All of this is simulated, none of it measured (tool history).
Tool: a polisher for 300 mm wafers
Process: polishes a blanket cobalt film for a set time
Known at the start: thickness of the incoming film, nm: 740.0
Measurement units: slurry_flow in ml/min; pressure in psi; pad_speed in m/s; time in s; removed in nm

run	day	slurry_flow	pressure	pad_speed	time	removed
1	0	180	2.4	1.16	47	375.68
2	0.208	180	2.3	1.16	47	351.93
3	0.462	180	2.3	1.16	49	372.48
4	0.817	195	2.3	1.16	49	380.34
5	0.888	195	2.3	1.16	47	367.74
6	1.142	185	2.3	1.16	47	358.88
7	1.354	180	2.3	1.16	47	357.39
# day 1.517: slurry nozzle cleaned
8	1.517	175	2.3	1.16	47	380.24
9	1.829	185	2.3	1.16	47	378.38
10	1.983	180	2.2	1.16	47	371.11

Predict the results of run 11:
11	2.012	180	2.2	1.12	47	?

Run 11 came out at removed 354.19 nm.
